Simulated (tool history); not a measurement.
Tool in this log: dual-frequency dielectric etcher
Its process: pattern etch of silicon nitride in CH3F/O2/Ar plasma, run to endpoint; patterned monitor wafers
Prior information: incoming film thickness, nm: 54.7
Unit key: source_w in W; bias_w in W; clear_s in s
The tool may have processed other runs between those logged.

run 1 hour=0.0 | source_w=540 bias_w=97 | clear_s=63.993
run 2 hour=1.7 | source_w=510 bias_w=94 | clear_s=67.704
run 3 hour=3.6 | source_w=510 bias_w=111 | clear_s=62.768
run 4 hour=5.8 | source_w=510 bias_w=98 | clear_s=65.695
run 5 hour=14.1 | source_w=510 bias_w=114 | clear_s=61.236
run 6 hour=19.6 | source_w=510 bias_w=97 | clear_s=65.506

Run 7 is up next; what results do you expect?
-- hour=21.9 wet clean of the chamber
run 7 hour=21.9 | source_w=480 bias_w=95 | clear_s=?

clear_s: 71.610 s
